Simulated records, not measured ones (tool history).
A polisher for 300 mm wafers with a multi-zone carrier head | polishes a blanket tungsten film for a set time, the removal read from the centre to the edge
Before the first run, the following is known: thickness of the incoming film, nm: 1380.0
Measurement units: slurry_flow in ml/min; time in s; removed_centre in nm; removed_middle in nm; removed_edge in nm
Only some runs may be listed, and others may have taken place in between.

{"run": 1, "hour": 0.0, "slurry_flow": 145, "centre_zone": 1, "middle_zone": 1, "edge_zone": 1, "slurry_solids": 1, "time": 59, "removed_centre": 295.76, "removed_middle": 304.49, "removed_edge": 294.88}
{"run": 2, "hour": 2.3, "slurry_flow": 130, "centre_zone": 1, "middle_zone": 1, "edge_zone": 1, "slurry_solids": 1, "time": 59, "removed_centre": 289.06, "removed_middle": 294.34, "removed_edge": 290.39}
{"run": 3, "hour": 7.4, "slurry_flow": 130, "centre_zone": 1, "middle_zone": 1, "edge_zone": 1, "slurry_solids": 0.8, "time": 59, "removed_centre": 267.68, "removed_middle": 280.03, "removed_edge": 274.1}
{"run": 4, "hour": 10.8, "slurry_flow": 130, "centre_zone": 1, "middle_zone": 1, "edge_zone": 1, "slurry_solids": 0.8, "time": 68, "removed_centre": 313.98, "removed_middle": 317.28, "removed_edge": 312.02}
{"run": 5, "hour": 17.9, "slurry_flow": 130, "centre_zone": 1, "middle_zone": 1.05, "edge_zone": 1, "slurry_solids": 0.8, "time": 68, "removed_centre": 317.31, "removed_middle": 335.59, "removed_edge": 315.47}
{"run": 6, "hour": 20.7, "slurry_flow": 130, "centre_zone": 1, "middle_zone": 1.05, "edge_zone": 1, "slurry_solids": 0.8, "time": 58, "removed_centre": 269.67, "removed_middle": 284.05, "removed_edge": 270.56}

Run 7, settings as shown, results not yet in. Your forecast:
{"run": 7, "hour": 26.8, "slurry_flow": 120, "centre_zone": 0.98, "middle_zone": 0.98, "edge_zone": 1.02, "slurry_solids": 0.7, "time": 55, "removed_centre": "?", "removed_middle": "?", "removed_edge": "?"}

Logged for run 7: removed_centre 233.5 nm, removed_middle 244.72 nm, removed_edge 246.52 nm.
